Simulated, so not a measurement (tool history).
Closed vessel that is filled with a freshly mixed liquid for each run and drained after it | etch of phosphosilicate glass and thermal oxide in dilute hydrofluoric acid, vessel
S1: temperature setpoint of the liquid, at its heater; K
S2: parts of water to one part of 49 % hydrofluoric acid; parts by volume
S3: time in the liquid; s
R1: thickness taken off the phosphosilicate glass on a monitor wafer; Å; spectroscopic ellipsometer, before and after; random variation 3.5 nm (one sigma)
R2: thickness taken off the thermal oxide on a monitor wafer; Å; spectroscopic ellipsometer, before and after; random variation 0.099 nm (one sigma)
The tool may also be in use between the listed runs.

{"run": 1, "hour": 0.0, "S1": 295.15, "S2": 70, "S3": 60, "R1": 927.33, "R2": 36.02}
{"run": 2, "hour": 2.9, "S1": 297.15, "S2": 55, "S3": 65, "R1": 1431.0, "R2": 54.915}
{"run": 3, "hour": 9.8, "S1": 298.65, "S2": 45, "S3": 65, "R1": 1866.2, "R2": 73.362}
{"run": 4, "hour": 18.7, "S1": 296.15, "S2": 45, "S3": 65, "R1": 1682.5, "R2": 66.122}
{"run": 5, "hour": 21.2, "S1": 299.15, "S2": 45, "S3": 65, "R1": 1916.8, "R2": 74.454}
{"run": 6, "hour": 25.2, "S1": 300.15, "S2": 40, "S3": 65, "R1": 2269.5, "R2": 87.883}
{"run": 7, "hour": 29.6, "S1": 300.65, "S2": 35, "S3": 65, "R1": 2644.4, "R2": 103.74}
{"run": 8, "hour": 36.9, "S1": 301.15, "S2": 35, "S3": 65, "R1": 2725.3, "R2": 106.0}
{"run": 9, "hour": 41.5, "S1": 301.65, "S2": 35, "S3": 65, "R1": 2751.0, "R2": 108.41}
{"run": 10, "hour": 47.8, "S1": 303.15, "S2": 20, "S3": 65, "R1": 5297.5, "R2": 204.8}
{"run": 11, "hour": 49.4, "S1": 301.65, "S2": 20, "S3": 65, "R1": 5039.6, "R2": 191.02}
{"run": 12, "hour": 56.7, "S1": 300.15, "S2": 20, "S3": 65, "R1": 4656.8, "R2": 179.92}
{"run": 13, "hour": 64.6, "S1": 298.15, "S2": 20, "S3": 65, "R1": 4277.3, "R2": 167.64}
{"run": 14, "hour": 65.7, "S1": 296.65, "S2": 20, "S3": 65, "R1": 3947.1, "R2": 155.75}
{"run": 15, "hour": 69.4, "S1": 296.65, "S2": 20, "S3": 65, "R1": 3995.2, "R2": 156.64}

Forecast run 16:
{"run": 16, "hour": 75.1, "S1": 295.65, "S2": 20, "S3": 65, "R1": "?", "R2": "?"}

{"run 16": {"R1": 3835.3, "R2": 150.32}}
